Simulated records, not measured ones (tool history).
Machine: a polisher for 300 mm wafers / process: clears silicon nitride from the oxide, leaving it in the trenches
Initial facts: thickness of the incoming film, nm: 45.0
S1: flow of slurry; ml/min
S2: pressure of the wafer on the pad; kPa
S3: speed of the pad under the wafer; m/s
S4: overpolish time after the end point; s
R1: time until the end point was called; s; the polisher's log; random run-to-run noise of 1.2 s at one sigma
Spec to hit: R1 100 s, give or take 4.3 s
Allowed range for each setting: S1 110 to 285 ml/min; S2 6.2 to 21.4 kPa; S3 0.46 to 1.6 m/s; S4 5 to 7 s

run,hour,S1,S2,S3,S4,R1
1,0,180,13.8,1.02,7,61.466
2,8.8,180,13.1,1.02,7,64.613
3,15.9,180,13.1,1.02,7,63.096
4,21.1,180,16.5,1.02,7,52.754
5,24.5,180,16.5,1.02,7,52.313
6,25.6,180,15.2,1.02,7,57.194
7,28.3,175,11,0.98,7,78.21
8,29.4,170,10.3,0.98,7,83.451
9,33.7,165,10.3,0.98,7,81.501
10,37.3,165,9.7,0.98,7,86.525

Which single option among these 4 for the next run brings every result within its allowed miss of target? Just one does.
A,40.9,160,11.7,0.94,7,?
B,40.9,110,9,0.96,5,?
C,40.9,195,8.3,0.86,7,?
D,40.9,170,7.6,0.96,5,?

move,R1
A,76.933
B,97.98
C,109.43
D,106.82
A: misses by more than the last run did
B: every result within its allowed miss
C: the result that was furthest off in the last run now lies on the other side of its target
D: the result that was furthest off in the last run now lies on the other side of its target
So the answer is move B, the one that meets all the targets.
